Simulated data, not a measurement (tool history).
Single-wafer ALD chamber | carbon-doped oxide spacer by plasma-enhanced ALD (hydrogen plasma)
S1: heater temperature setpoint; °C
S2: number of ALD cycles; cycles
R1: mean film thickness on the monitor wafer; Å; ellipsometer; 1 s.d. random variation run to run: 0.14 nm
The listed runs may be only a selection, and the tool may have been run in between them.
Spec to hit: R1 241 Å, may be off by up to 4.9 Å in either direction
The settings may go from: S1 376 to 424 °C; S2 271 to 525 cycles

run,hour,S1,S2,R1
1,0,400,398,199.04
2,4.1,393,398,201.09
3,13.8,393,447,223.85
4,18.9,393,457,232.05
5,25.6,393,433,219.84
6,33.7,392,443,223.66
7,38.3,392,452,226.51
8,43,392,460,230.71

Pick the move, out of 5, that brings all results within their allowed miss; only one does.
A,47.7,383,477,?
B,47.7,396,448,?
C,47.7,390,449,?
D,47.7,386,450,?
E,47.7,383,502,?

move,R1
A,240.55
B,225.93
C,226.43
D,226.93
E,253.16
A: all results in spec
B: the biggest miss grows against the last run
C: the biggest miss grows against the last run
D: the biggest miss grows against the last run
E: moves the result that the last run missed by most past its target, out the other side
Answer: A
